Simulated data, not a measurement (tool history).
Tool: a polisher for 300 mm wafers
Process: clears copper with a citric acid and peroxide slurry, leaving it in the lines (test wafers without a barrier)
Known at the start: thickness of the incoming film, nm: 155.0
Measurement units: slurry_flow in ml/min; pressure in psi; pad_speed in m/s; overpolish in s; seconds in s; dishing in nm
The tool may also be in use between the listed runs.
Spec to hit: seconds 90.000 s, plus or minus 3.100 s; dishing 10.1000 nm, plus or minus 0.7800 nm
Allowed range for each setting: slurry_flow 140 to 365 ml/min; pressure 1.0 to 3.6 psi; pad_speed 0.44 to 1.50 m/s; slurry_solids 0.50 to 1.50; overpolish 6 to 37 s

Run 1, day 0.000: slurry_flow 235 ml/min, pressure 2.3 psi, pad_speed 0.96 m/s, slurry_solids 1.00, overpolish 19 s. Result: seconds 87.655 s, dishing 27.3140 nm.
Run 2, day 0.067: slurry_flow 235 ml/min, pressure 2.3 psi, pad_speed 0.74 m/s, slurry_solids 1.00, overpolish 19 s. Result: seconds 102.250 s, dishing 22.5690 nm.
Run 3, day 0.425: slurry_flow 235 ml/min, pressure 2.3 psi, pad_speed 0.88 m/s, slurry_solids 1.00, overpolish 19 s. Result: seconds 91.892 s, dishing 25.2060 nm.
Run 4, day 0.550: slurry_flow 235 ml/min, pressure 2.3 psi, pad_speed 0.70 m/s, slurry_solids 1.00, overpolish 19 s. Result: seconds 104.610 s, dishing 22.2760 nm.
Run 5, day 0.846: slurry_flow 235 ml/min, pressure 2.3 psi, pad_speed 0.70 m/s, slurry_solids 1.10, overpolish 19 s. Result: seconds 102.440 s, dishing 22.5840 nm.
Run 6, day 1.208: slurry_flow 270 ml/min, pressure 2.4 psi, pad_speed 0.62 m/s, slurry_solids 1.25, overpolish 15 s. Result: seconds 102.670 s, dishing 18.9080 nm.
Run 7, day 1.483: slurry_flow 225 ml/min, pressure 2.6 psi, pad_speed 0.58 m/s, slurry_solids 1.15, overpolish 12 s. Result: seconds 104.820 s, dishing 14.5120 nm.
Run 8, day 1.771: slurry_flow 195 ml/min, pressure 2.9 psi, pad_speed 0.56 m/s, slurry_solids 1.15, overpolish 10 s. Result: seconds 101.050 s, dishing 12.6190 nm.
Run 9, day 1.983: slurry_flow 185 ml/min, pressure 3.1 psi, pad_speed 0.54 m/s, slurry_solids 1.15, overpolish 9 s. Result: seconds 98.771 s, dishing 12.0970 nm.
Run 10, day 2.317: slurry_flow 170 ml/min, pressure 3.3 psi, pad_speed 0.54 m/s, slurry_solids 1.15, overpolish 8 s. Result: seconds 97.071 s, dishing 11.2150 nm.
Run 11, day 2.608: slurry_flow 160 ml/min, pressure 3.4 psi, pad_speed 0.54 m/s, slurry_solids 1.15, overpolish 7 s. Result: seconds 96.325 s, dishing 9.6208 nm.
Run 12, day 2.796: slurry_flow 190 ml/min, pressure 3.6 psi, pad_speed 0.54 m/s, slurry_solids 1.15, overpolish 6 s. Result: seconds 89.971 s, dishing 8.5760 nm.
Run 13, day 2.842: slurry_flow 185 ml/min, pressure 3.5 psi, pad_speed 0.56 m/s, slurry_solids 1.15, overpolish 6 s. Result: seconds 90.096 s, dishing 8.9460 nm.
Run 14, day 2.921: slurry_flow 180 ml/min, pressure 3.5 psi, pad_speed 0.56 m/s, slurry_solids 1.15, overpolish 6 s. Result: seconds 89.457 s, dishing 9.0485 nm.
Run 15, day 3.242: slurry_flow 180 ml/min, pressure 3.5 psi, pad_speed 0.56 m/s, slurry_solids 1.15, overpolish 9 s. Result: seconds 89.794 s, dishing 12.9800 nm.
Run 16, day 3.500: slurry_flow 195 ml/min, pressure 3.5 psi, pad_speed 0.56 m/s, slurry_solids 1.10, overpolish 9 s. Result: seconds 88.816 s, dishing 12.8670 nm.
Run 17, day 3.825: slurry_flow 195 ml/min, pressure 3.4 psi, pad_speed 0.56 m/s, slurry_solids 1.10, overpolish 8 s. Result: seconds 92.893 s, dishing 11.0910 nm.

Which one of the following 5 next-run settings gets every result inside its allowed miss? There is exactly one.
Run A, day 4.150: slurry_flow 180 ml/min, pressure 3.1 psi, pad_speed 0.64 m/s, slurry_solids 1.35, overpolish 9 s. Result: seconds ?, dishing ?.
Run B, day 4.150: slurry_flow 190 ml/min, pressure 3.5 psi, pad_speed 0.56 m/s, slurry_solids 1.20, overpolish 7 s. Result: seconds ?, dishing ?.
Run C, day 4.150: slurry_flow 200 ml/min, pressure 3.5 psi, pad_speed 0.48 m/s, slurry_solids 1.00, overpolish 8 s. Result: seconds ?, dishing ?.
Run D, day 4.150: slurry_flow 205 ml/min, pressure 3.2 psi, pad_speed 0.50 m/s, slurry_solids 1.15, overpolish 10 s. Result: seconds ?, dishing ?.
Run E, day 4.150: slurry_flow 145 ml/min, pressure 3.6 psi, pad_speed 0.64 m/s, slurry_solids 1.10, overpolish 8 s. Result: seconds ?, dishing ?.

move  seconds  dishing
   A   88.782  12.8120
   B   89.019  10.0490
   C   98.553  10.3630
   D   99.306  12.7360
   E   87.647  11.6010
A: the biggest miss grows against the last run
B: hits every target within its allowed miss
C: the furthest-off result lands on target, but another misses its tolerance
D: the biggest miss grows against the last run
E: the biggest miss grows against the last run
Move B is the one to make.

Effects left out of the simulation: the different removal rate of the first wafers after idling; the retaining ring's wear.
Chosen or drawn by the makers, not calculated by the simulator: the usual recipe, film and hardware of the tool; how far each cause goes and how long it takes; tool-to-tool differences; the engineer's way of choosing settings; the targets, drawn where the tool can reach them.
